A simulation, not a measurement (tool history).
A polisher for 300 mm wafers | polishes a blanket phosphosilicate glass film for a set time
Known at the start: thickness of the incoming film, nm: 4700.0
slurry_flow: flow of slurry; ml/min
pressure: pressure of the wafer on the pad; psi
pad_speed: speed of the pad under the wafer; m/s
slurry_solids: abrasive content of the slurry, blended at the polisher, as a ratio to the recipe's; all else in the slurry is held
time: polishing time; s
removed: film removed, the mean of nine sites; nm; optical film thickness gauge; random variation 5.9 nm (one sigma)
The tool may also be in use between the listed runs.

run  hour  slurry_flow  pressure  pad_speed  slurry_solids  time  removed
  1     0          155       2.5       1.04              1    45   264.19
  2   3.6          155       2.7       1.04              1    45   282.51
  3   9.9          155       2.7       1.04              1    45   277.91
  4  17.2          155       2.2       1.04              1    45   229.22
  5  25.6          190       2.2       1.04              1    45    244.3
  6  28.9          190       2.4       1.06              1    45   263.69
  7  37.9          190       2.6       1.08              1    45   291.33
  8  39.7          190       2.7       1.08              1    45   307.82
  9  40.2          190       2.8       1.08              1    45   308.37
 10  45.9          190       2.9       1.08              1    45      328

Run 11 comes next. What will it give?
 11  46.6          190         3       1.08              1    45        ?

{"run 11": {"removed": 338.17}}
